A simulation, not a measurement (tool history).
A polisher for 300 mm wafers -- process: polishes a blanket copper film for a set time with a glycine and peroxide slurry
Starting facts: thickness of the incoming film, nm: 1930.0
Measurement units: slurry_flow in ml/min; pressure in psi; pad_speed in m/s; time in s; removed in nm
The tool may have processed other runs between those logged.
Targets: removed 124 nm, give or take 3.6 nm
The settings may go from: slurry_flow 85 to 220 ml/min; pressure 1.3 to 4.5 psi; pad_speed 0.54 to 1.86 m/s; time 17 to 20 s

run 1 day=0 | slurry_flow=140 pressure=2.9 pad_speed=1.18 time=20 | removed=109.03
run 2 day=0.317 | slurry_flow=145 pressure=2.9 pad_speed=1.18 time=20 | removed=110.29
run 3 day=0.475 | slurry_flow=145 pressure=2.9 pad_speed=1.18 time=20 | removed=109.17
run 4 day=0.717 | slurry_flow=150 pressure=2.9 pad_speed=1.18 time=20 | removed=110.43
run 5 day=1.042 | slurry_flow=155 pressure=2.9 pad_speed=1.18 time=20 | removed=110.87
run 6 day=1.267 | slurry_flow=155 pressure=2.9 pad_speed=0.88 time=20 | removed=87.537
run 7 day=1.542 | slurry_flow=160 pressure=3.1 pad_speed=0.88 time=20 | removed=92.291
run 8 day=1.658 | slurry_flow=160 pressure=3.2 pad_speed=0.88 time=20 | removed=93.796
run 9 day=1.725 | slurry_flow=160 pressure=3.4 pad_speed=0.88 time=20 | removed=98.848

Which one of the following 4 next-run settings gets every result inside its allowed miss? There is exactly one.
run A day=1.792 | slurry_flow=165 pressure=3.8 pad_speed=1.1 time=20 | removed=?
run B day=1.792 | slurry_flow=160 pressure=3.6 pad_speed=1.18 time=20 | removed=?
run C day=1.792 | slurry_flow=165 pressure=3.3 pad_speed=1.16 time=20 | removed=?
run D day=1.792 | slurry_flow=135 pressure=4.3 pad_speed=0.98 time=20 | removed=?

move=A removed=134.45
move=B removed=135.66
move=C removed=124.54
move=D removed=130.41
A: pushes the last run's worst result past its target
B: pushes the last run's worst result past its target
C: every result within its allowed miss
D: pushes the last run's worst result past its target
The right move is C.
